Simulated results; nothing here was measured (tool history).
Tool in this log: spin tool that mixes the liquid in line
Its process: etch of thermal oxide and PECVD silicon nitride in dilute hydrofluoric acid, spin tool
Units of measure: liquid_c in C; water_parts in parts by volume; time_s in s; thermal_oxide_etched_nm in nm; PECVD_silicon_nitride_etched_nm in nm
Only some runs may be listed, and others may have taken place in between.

run,hour,liquid_c,water_parts,time_s,thermal_oxide_etched_nm,PECVD_silicon_nitride_etched_nm
1,0.0,24.0,195,180,3.6097,2.0020
2,7.8,27.0,195,180,3.9744,2.3942
3,13.8,27.0,205,180,3.7104,2.2785
4,17.3,27.0,210,180,3.6438,2.2728
5,21.8,23.5,210,180,3.1879,1.7765
6,30.2,24.5,215,180,3.2602,1.8594
7,36.7,25.0,220,180,3.2234,1.8632

Run 8 is up next; what results do you expect?
8,37.5,25.5,225,180,?,?

thermal_oxide_etched_nm: 3.2000 nm
PECVD_silicon_nitride_etched_nm: 1.8665 nm
